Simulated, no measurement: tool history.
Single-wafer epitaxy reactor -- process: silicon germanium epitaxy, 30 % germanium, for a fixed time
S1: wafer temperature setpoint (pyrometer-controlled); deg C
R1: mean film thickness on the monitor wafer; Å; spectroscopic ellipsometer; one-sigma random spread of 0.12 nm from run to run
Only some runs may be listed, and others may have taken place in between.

{"run": 1, "hour": 0.0, "S1": 600, "chamber pressure (Torr)": 21, "R1": 550.47}
{"run": 2, "hour": 1.6, "S1": 598, "chamber pressure (Torr)": 20.9, "R1": 529.96}
{"run": 3, "hour": 8.8, "S1": 596, "chamber pressure (Torr)": 20.8, "R1": 509.03}
{"run": 4, "hour": 10.3, "S1": 596, "chamber pressure (Torr)": 24.3, "R1": 541.99}
{"run": 5, "hour": 14.8, "S1": 596, "chamber pressure (Torr)": 27, "R1": 568.69}
{"run": 6, "hour": 19.2, "S1": 596, "chamber pressure (Torr)": 25.4, "R1": 554.62}

Forecast run 7:
{"run": 7, "hour": 20.0, "S1": 594, "chamber pressure (Torr)": 25.3, "R1": "?"}

R1: 533.03 Å

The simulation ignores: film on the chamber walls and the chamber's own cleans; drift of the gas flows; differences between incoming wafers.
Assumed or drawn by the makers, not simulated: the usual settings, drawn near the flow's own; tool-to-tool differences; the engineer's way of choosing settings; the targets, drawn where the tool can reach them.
